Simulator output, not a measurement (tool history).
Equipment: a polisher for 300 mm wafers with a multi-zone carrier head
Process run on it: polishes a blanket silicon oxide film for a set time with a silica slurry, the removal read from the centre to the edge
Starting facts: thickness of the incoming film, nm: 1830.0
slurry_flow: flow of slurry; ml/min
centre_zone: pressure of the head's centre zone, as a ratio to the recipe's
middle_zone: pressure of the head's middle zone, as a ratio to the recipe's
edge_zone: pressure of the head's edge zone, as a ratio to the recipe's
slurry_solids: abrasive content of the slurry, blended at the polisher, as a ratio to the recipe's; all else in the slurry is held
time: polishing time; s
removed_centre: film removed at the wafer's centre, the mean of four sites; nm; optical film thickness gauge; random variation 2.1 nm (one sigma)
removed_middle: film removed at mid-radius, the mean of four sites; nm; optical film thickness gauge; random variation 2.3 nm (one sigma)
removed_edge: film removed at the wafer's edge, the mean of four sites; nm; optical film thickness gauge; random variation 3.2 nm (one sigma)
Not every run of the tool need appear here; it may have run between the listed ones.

| run | hour | slurry_flow | centre_zone | middle_zone | edge_zone | slurry_solids | time | removed_centre | removed_middle | removed_edge |
|---|---|---|---|---|---|---|---|---|---|---|
| 1 | 0.0 | 210 | 1.00 | 1.00 | 1.00 | 1.0 | 43 | 209.94 | 200.81 | 208.76 |
| 2 | 5.5 | 220 | 1.04 | 0.99 | 1.01 | 1.0 | 43 | 222.60 | 200.94 | 216.43 |
| 3 | 9.3 | 220 | 1.04 | 0.99 | 1.01 | 0.9 | 43 | 214.52 | 196.26 | 206.39 |
| 4 | 17.2 | 220 | 1.04 | 0.99 | 1.01 | 0.9 | 50 | 248.82 | 224.58 | 237.82 |
| 5 | 24.3 | 220 | 1.04 | 0.99 | 1.01 | 1.0 | 50 | 256.49 | 236.91 | 246.14 |
| 6 | 27.9 | 225 | 1.06 | 0.97 | 0.99 | 1.0 | 50 | 264.12 | 229.74 | 245.52 |
| 7 | 34.4 | 225 | 1.07 | 0.96 | 0.97 | 1.0 | 50 | 264.45 | 236.11 | 238.08 |
| 8 | 42.1 | 225 | 1.09 | 0.94 | 0.97 | 1.0 | 50 | 270.25 | 227.74 | 241.10 |
| 9 | 45.3 | 225 | 1.10 | 0.92 | 0.96 | 1.0 | 50 | 275.95 | 218.32 | 242.95 |

The next listed run, before its measurement:
| 10 | 50.5 | 225 | 1.11 | 0.92 | 0.95 | 1.0 | 50 | ? | ? | ? |

{"run 10": {"removed_centre": 276.56, "removed_middle": 221.05, "removed_edge": 244.53}}

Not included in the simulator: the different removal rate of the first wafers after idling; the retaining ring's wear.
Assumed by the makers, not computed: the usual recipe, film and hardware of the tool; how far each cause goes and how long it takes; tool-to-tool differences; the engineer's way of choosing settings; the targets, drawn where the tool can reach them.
